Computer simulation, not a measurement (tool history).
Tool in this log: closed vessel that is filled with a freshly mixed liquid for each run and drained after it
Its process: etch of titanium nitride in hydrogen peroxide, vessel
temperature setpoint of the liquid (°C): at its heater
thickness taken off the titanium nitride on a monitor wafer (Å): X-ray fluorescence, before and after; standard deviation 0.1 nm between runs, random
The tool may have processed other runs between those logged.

| run | day | temperature setpoint of the liquid (°C) | concentration of hydrogen peroxide in the mixed liquid (% by weight) | time in the liquid (s) | thickness taken off the titanium nitride on a monitor wafer (Å) |
|---|---|---|---|---|---|
| 1 | 0 | 52 | 25.5 | 160 | 145.91 |
| 2 | 0.146 | 52 | 29 | 160 | 148.3 |
| 3 | 0.429 | 52 | 30 | 160 | 150.14 |
| 4 | 0.696 | 52 | 30 | 160 | 151.08 |
| 5 | 0.821 | 52 | 30 | 160 | 151.1 |
| 6 | 1.071 | 58 | 30 | 160 | 229.7 |

Run 7 is up next; what results do you expect?
| 7 | 1.25 | 57 | 30 | 160 | ? |

For run 7 the tool returned thickness taken off the titanium nitride on a monitor wafer (Å) 212.19.
